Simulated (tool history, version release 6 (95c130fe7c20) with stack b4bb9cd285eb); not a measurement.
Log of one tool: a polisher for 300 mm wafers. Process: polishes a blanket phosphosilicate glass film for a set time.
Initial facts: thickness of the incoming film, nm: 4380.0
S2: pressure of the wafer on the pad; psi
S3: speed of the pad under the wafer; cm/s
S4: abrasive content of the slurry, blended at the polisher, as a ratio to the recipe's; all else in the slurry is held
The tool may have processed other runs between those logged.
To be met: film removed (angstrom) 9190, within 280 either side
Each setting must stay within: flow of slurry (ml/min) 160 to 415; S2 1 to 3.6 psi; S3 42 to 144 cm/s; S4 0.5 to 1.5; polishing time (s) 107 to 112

Run 1, hour 0: flow of slurry (ml/min) 265, S2 2.3 psi, S3 92 cm/s, S4 1, polishing time (s) 107. Result: film removed (angstrom) 6425.4.
Run 2, hour 4.2: flow of slurry (ml/min) 265, S2 2.4 psi, S3 92 cm/s, S4 1, polishing time (s) 107. Result: film removed (angstrom) 6609.7.
Run 3, hour 12.2: flow of slurry (ml/min) 265, S2 2.5 psi, S3 92 cm/s, S4 1, polishing time (s) 107. Result: film removed (angstrom) 6895.7.
Run 4, hour 13.7: flow of slurry (ml/min) 265, S2 2.5 psi, S3 70 cm/s, S4 1, polishing time (s) 107. Result: film removed (angstrom) 5934.5.
Run 5, hour 19.3: flow of slurry (ml/min) 265, S2 2.5 psi, S3 70 cm/s, S4 1.2, polishing time (s) 107. Result: film removed (angstrom) 6210.4.
Run 6, hour 28.1: flow of slurry (ml/min) 300, S2 2.5 psi, S3 70 cm/s, S4 1.2, polishing time (s) 107. Result: film removed (angstrom) 6235.6.
Run 7, hour 31.4: flow of slurry (ml/min) 300, S2 2.6 psi, S3 70 cm/s, S4 1.2, polishing time (s) 107. Result: film removed (angstrom) 6534.
Run 8, hour 39.5: flow of slurry (ml/min) 300, S2 2.7 psi, S3 70 cm/s, S4 1.2, polishing time (s) 107. Result: film removed (angstrom) 6727.
Run 9, hour 44.9: flow of slurry (ml/min) 300, S2 2.7 psi, S3 70 cm/s, S4 1.2, polishing time (s) 107. Result: film removed (angstrom) 6673.2.
Run 10, hour 48: flow of slurry (ml/min) 300, S2 2.8 psi, S3 70 cm/s, S4 1.2, polishing time (s) 107. Result: film removed (angstrom) 6925.5.
Run 11, hour 52.4: flow of slurry (ml/min) 300, S2 2.9 psi, S3 70 cm/s, S4 1.2, polishing time (s) 107. Result: film removed (angstrom) 7217.
Run 12, hour 56.6: flow of slurry (ml/min) 300, S2 2.9 psi, S3 70 cm/s, S4 1.2, polishing time (s) 107. Result: film removed (angstrom) 7135.9.
Run 13, hour 59.6: flow of slurry (ml/min) 300, S2 3 psi, S3 70 cm/s, S4 1.2, polishing time (s) 107. Result: film removed (angstrom) 7543.1.
Run 14, hour 62.6: flow of slurry (ml/min) 300, S2 3.1 psi, S3 70 cm/s, S4 1.2, polishing time (s) 107. Result: film removed (angstrom) 7733.6.
Run 15, hour 66.4: flow of slurry (ml/min) 300, S2 3.2 psi, S3 70 cm/s, S4 1.2, polishing time (s) 107. Result: film removed (angstrom) 8046.6.
Run 16, hour 73.3: flow of slurry (ml/min) 300, S2 3.4 psi, S3 70 cm/s, S4 1.2, polishing time (s) 107. Result: film removed (angstrom) 8477.9.
Run 17, hour 77.1: flow of slurry (ml/min) 300, S2 3.5 psi, S3 72 cm/s, S4 1.2, polishing time (s) 107. Result: film removed (angstrom) 8835.2.

Which single option among these 5 for the next run brings every result within its allowed miss of target? Just one does.
Run A, hour 80.9: flow of slurry (ml/min) 320, S2 3.3 psi, S3 86 cm/s, S4 1.3, polishing time (s) 112. Result: film removed (angstrom) ?.
Run B, hour 80.9: flow of slurry (ml/min) 315, S2 3.6 psi, S3 68 cm/s, S4 1.15, polishing time (s) 112. Result: film removed (angstrom) ?.
Run C, hour 80.9: flow of slurry (ml/min) 160, S2 3.6 psi, S3 96 cm/s, S4 1.25, polishing time (s) 107. Result: film removed (angstrom) ?.
Run D, hour 80.9: flow of slurry (ml/min) 285, S2 3.5 psi, S3 78 cm/s, S4 1.3, polishing time (s) 111. Result: film removed (angstrom) ?.
Run E, hour 80.9: flow of slurry (ml/min) 275, S2 3.6 psi, S3 72 cm/s, S4 1.5, polishing time (s) 111. Result: film removed (angstrom) ?.

move  film removed (angstrom)
   A                   9893.7
   B                   9094.7
   C                    10193
   D                   9728.8
   E                   9923.7
A: takes the result that was furthest off past its target
B: meets every target
C: takes the result that was furthest off past its target
D: takes the result that was furthest off past its target
E: takes the result that was furthest off past its target
B meets every target.

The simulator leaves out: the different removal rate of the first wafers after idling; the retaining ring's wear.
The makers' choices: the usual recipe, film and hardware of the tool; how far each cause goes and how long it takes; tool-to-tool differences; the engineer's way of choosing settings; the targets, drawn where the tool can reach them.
